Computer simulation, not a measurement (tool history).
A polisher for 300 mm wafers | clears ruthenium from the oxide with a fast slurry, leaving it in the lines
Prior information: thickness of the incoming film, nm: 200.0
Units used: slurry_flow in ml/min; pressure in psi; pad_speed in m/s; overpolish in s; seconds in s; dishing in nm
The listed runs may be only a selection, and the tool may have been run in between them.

| run | hour | slurry_flow | pressure | pad_speed | slurry_solids | overpolish | seconds | dishing |
|---|---|---|---|---|---|---|---|---|
| 1 | 0.0 | 295 | 3.5 | 0.94 | 1.0 | 14 | 39.167 | 52.426 |
| 2 | 5.3 | 295 | 3.3 | 0.94 | 1.0 | 15 | 40.447 | 54.905 |
| 3 | 12.1 | 295 | 3.1 | 0.92 | 1.0 | 15 | 44.912 | 49.654 |
| 4 | 17.6 | 295 | 3.1 | 0.74 | 1.0 | 15 | 52.754 | 42.401 |
| 5 | 20.3 | 295 | 3.0 | 0.74 | 1.0 | 15 | 53.392 | 42.669 |
| 6 | 28.3 | 295 | 2.9 | 0.74 | 1.0 | 15 | 56.487 | 41.434 |
| 7 | 32.3 | 295 | 2.8 | 0.74 | 1.0 | 15 | 58.716 | 40.383 |
| 8 | 40.6 | 295 | 2.7 | 0.74 | 1.0 | 15 | 61.145 | 38.341 |

Predict the results of run 9:
| 9 | 49.4 | 295 | 2.6 | 0.74 | 1.0 | 15 | ? | ? |

{"run 9": {"seconds": 64.204, "dishing": 37.284}}
